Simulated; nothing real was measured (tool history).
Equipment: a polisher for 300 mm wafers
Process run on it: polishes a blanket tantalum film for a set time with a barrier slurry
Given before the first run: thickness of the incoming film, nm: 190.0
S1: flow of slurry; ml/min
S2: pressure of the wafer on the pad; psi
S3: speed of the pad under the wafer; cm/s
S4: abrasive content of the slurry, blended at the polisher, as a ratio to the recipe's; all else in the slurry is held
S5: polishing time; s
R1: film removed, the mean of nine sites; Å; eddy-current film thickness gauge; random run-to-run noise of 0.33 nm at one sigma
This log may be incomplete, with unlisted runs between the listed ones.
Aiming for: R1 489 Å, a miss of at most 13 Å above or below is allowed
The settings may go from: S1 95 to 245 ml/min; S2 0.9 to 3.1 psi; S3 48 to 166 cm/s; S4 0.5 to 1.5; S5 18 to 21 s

run 1 hour=0 | S1=155 S2=2 S3=106 S4=1 S5=21 | R1=423.37
run 2 hour=7.5 | S1=175 S2=2 S3=106 S4=1 S5=21 | R1=426.38
run 3 hour=10.9 | S1=150 S2=2 S3=106 S4=1 S5=21 | R1=417.88
run 4 hour=11.8 | S1=150 S2=2 S3=88 S4=1 S5=21 | R1=349.43
run 5 hour=12.5 | S1=155 S2=2.1 S3=88 S4=1 S5=21 | R1=372.15
run 6 hour=14.9 | S1=160 S2=2.2 S3=88 S4=1 S5=21 | R1=392.53
run 7 hour=18.6 | S1=165 S2=2.3 S3=88 S4=1 S5=21 | R1=411.72
run 8 hour=21.4 | S1=170 S2=2.4 S3=88 S4=1 S5=21 | R1=422.23
run 9 hour=29.9 | S1=170 S2=2.5 S3=88 S4=1 S5=21 | R1=443.94
run 10 hour=31.8 | S1=175 S2=2.6 S3=88 S4=1 S5=21 | R1=457.93

Consider the 4 candidate settings below. Which is the only one whose results all fall within their allowed miss of target?
run A hour=33.7 | S1=160 S2=2.8 S3=94 S4=0.8 S5=20 | R1=?
run B hour=33.7 | S1=225 S2=2.7 S3=84 S4=1.45 S5=18 | R1=?
run C hour=33.7 | S1=160 S2=2.3 S3=112 S4=1 S5=19 | R1=?
run D hour=33.7 | S1=210 S2=3.1 S3=76 S4=1.15 S5=20 | R1=?

move=A R1=455.35
move=B R1=454.83
move=C R1=464.06
move=D R1=490.84
A: moves away from the targets compared with the last run
B: moves away from the targets compared with the last run
C: closer than the last run, but not yet in spec
D: each result inside its tolerance
Correct choice: D, which meets every target
